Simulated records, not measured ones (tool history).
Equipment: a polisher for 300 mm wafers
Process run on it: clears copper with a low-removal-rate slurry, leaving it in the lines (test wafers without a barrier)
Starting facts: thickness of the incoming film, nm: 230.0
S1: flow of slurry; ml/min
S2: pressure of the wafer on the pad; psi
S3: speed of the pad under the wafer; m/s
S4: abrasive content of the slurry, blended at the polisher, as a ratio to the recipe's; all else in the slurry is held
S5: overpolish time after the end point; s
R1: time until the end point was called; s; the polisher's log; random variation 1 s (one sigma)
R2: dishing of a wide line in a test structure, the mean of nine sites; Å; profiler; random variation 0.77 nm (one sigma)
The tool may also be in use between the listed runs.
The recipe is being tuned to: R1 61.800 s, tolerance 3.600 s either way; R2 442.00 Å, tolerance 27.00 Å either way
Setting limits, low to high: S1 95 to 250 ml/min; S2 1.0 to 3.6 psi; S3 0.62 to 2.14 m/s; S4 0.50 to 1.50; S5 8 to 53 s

Run 1, hour 0.0: S1 160 ml/min, S2 2.3 psi, S3 1.38 m/s, S4 1.00, S5 27 s. Result: R1 58.748 s, R2 685.11 Å.
Run 2, hour 3.0: S1 160 ml/min, S2 2.3 psi, S3 1.38 m/s, S4 1.00, S5 24 s. Result: R1 59.475 s, R2 641.09 Å.
Run 3, hour 4.0: S1 160 ml/min, S2 2.3 psi, S3 1.38 m/s, S4 1.15, S5 24 s. Result: R1 59.380 s, R2 647.77 Å.
Run 4, hour 6.7: S1 160 ml/min, S2 2.3 psi, S3 1.38 m/s, S4 1.35, S5 24 s. Result: R1 56.495 s, R2 684.91 Å.
Run 5, hour 14.5: S1 160 ml/min, S2 2.3 psi, S3 1.38 m/s, S4 1.35, S5 19 s. Result: R1 56.374 s, R2 557.27 Å.
Run 6, hour 16.4: S1 145 ml/min, S2 2.3 psi, S3 1.38 m/s, S4 1.35, S5 19 s. Result: R1 56.259 s, R2 549.05 Å.
Run 7, hour 22.2: S1 145 ml/min, S2 2.2 psi, S3 1.38 m/s, S4 1.35, S5 18 s. Result: R1 60.040 s, R2 503.37 Å.
Run 8, hour 27.7: S1 145 ml/min, S2 2.2 psi, S3 1.38 m/s, S4 1.35, S5 17 s. Result: R1 60.823 s, R2 476.38 Å.

Next run, 5 choices. One meets every target within its allowed miss, the rest don't. Which?
Run A, hour 33.2: S1 190 ml/min, S2 2.5 psi, S3 1.14 m/s, S4 1.50, S5 19 s. Result: R1 ?, R2 ?.
Run B, hour 33.2: S1 105 ml/min, S2 2.5 psi, S3 1.30 m/s, S4 1.10, S5 18 s. Result: R1 ?, R2 ?.
Run C, hour 33.2: S1 135 ml/min, S2 1.9 psi, S3 1.44 m/s, S4 1.30, S5 20 s. Result: R1 ?, R2 ?.
Run D, hour 33.2: S1 170 ml/min, S2 2.7 psi, S3 1.28 m/s, S4 1.50, S5 14 s. Result: R1 ?, R2 ?.
Run E, hour 33.2: S1 120 ml/min, S2 2.2 psi, S3 1.38 m/s, S4 1.35, S5 16 s. Result: R1 ?, R2 ?.

move      R1      R2
   A  60.279  538.47
   B  62.006  502.04
   C  67.829  498.62
   D  50.714  483.05
   E  61.945  450.27
A: its largest miss is bigger than the last run's
B: its largest miss is bigger than the last run's
C: its largest miss is bigger than the last run's
D: its largest miss is bigger than the last run's
E: each result inside its tolerance
Answer: E
